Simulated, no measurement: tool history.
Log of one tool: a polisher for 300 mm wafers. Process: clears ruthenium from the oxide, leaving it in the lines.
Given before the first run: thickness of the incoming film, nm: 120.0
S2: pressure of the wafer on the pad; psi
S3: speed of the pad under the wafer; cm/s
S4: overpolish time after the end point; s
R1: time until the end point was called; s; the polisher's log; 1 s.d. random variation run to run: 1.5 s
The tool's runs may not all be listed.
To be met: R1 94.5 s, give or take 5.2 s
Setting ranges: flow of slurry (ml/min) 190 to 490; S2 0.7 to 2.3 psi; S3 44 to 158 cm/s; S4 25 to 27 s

Run 1, hour 0: flow of slurry (ml/min) 315, S2 1.5 psi, S3 100 cm/s, S4 25 s. Result: R1 133.31 s.
Run 2, hour 3.6: flow of slurry (ml/min) 315, S2 1.5 psi, S3 100 cm/s, S4 25 s. Result: R1 134.16 s.
Run 3, hour 5.2: flow of slurry (ml/min) 315, S2 1.5 psi, S3 100 cm/s, S4 25 s. Result: R1 133.22 s.
Run 4, hour 7.9: flow of slurry (ml/min) 315, S2 1.6 psi, S3 102 cm/s, S4 25 s. Result: R1 127.2 s.
Run 5, hour 12.2: flow of slurry (ml/min) 350, S2 1.6 psi, S3 102 cm/s, S4 25 s. Result: R1 117.68 s.
Run 6, hour 18.1: flow of slurry (ml/min) 375, S2 1.7 psi, S3 102 cm/s, S4 25 s. Result: R1 114.13 s.
Run 7, hour 22.3: flow of slurry (ml/min) 375, S2 1.8 psi, S3 102 cm/s, S4 25 s. Result: R1 109.99 s.
Run 8, hour 26: flow of slurry (ml/min) 380, S2 1.9 psi, S3 102 cm/s, S4 25 s. Result: R1 102.66 s.

5 next moves are on the table. One of them brings every result within its allowed miss. Which?
Run A, hour 29.7: flow of slurry (ml/min) 490, S2 2.1 psi, S3 98 cm/s, S4 25 s. Result: R1 ?.
Run B, hour 29.7: flow of slurry (ml/min) 365, S2 1.6 psi, S3 118 cm/s, S4 25 s. Result: R1 ?.
Run C, hour 29.7: flow of slurry (ml/min) 360, S2 1.9 psi, S3 98 cm/s, S4 25 s. Result: R1 ?.
Run D, hour 29.7: flow of slurry (ml/min) 455, S2 2.1 psi, S3 114 cm/s, S4 27 s. Result: R1 ?.
Run E, hour 29.7: flow of slurry (ml/min) 345, S2 1.9 psi, S3 88 cm/s, S4 25 s. Result: R1 ?.

move      R1
   A  95.419
   B  105.56
   C  107.04
   D  82.698
   E   119.1
A: every result within its allowed miss
B: lands further from the targets than the last run did
C: lands further from the targets than the last run did
D: moves the result that the last run missed by most past its target, out the other side
E: lands further from the targets than the last run did
The move that meets every target is A.
